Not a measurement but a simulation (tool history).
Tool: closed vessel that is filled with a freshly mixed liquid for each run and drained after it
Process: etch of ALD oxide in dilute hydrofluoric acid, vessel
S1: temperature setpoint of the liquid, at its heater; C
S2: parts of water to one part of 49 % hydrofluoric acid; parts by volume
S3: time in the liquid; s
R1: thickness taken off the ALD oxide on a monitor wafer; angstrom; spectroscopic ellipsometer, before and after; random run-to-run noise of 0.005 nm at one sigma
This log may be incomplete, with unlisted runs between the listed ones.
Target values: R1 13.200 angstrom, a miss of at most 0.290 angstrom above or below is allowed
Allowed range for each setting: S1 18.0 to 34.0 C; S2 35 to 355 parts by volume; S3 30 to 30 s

run,day,S1,S2,S3,R1
1,0.000,26.0,195,30,21.068
2,0.383,28.5,195,30,22.834
3,0.583,28.5,150,30,31.858
4,0.808,28.5,105,30,48.263
5,1.171,28.5,105,30,48.141
6,1.262,27.5,120,30,39.588
7,1.417,26.5,130,30,34.903
8,1.496,25.5,140,30,30.797
# day 1.542: hydrofluoric acid flow meter replaced
9,1.542,24.5,150,30,29.377
10,1.912,24.0,160,30,26.651
11,2.054,23.5,170,30,24.273
12,2.271,23.5,170,30,24.365
13,2.575,23.0,180,30,22.235
14,2.746,22.5,185,30,21.101
15,2.867,22.0,190,30,20.107
16,3.167,21.5,195,30,19.026
17,3.308,21.0,200,30,18.223
18,3.433,20.5,205,30,17.378
19,3.588,20.0,210,30,16.475
20,3.854,20.0,215,30,16.200
21,4.221,20.0,215,30,16.097

Of the 4 settings listed for the next run, only one would bring every result within its allowed miss of target. Which one?
A,4.588,24.0,195,30,?
B,4.588,18.5,240,30,?
C,4.588,22.5,255,30,?
D,4.588,21.0,250,30,?

move,R1
A,21.033
B,13.281
C,14.310
D,13.881
A: its largest miss is bigger than the last run's
B: each result inside its tolerance
C: moves toward the targets from the last run without getting all of them in spec
D: moves toward the targets from the last run without getting all of them in spec
Correct choice: B, which meets every target
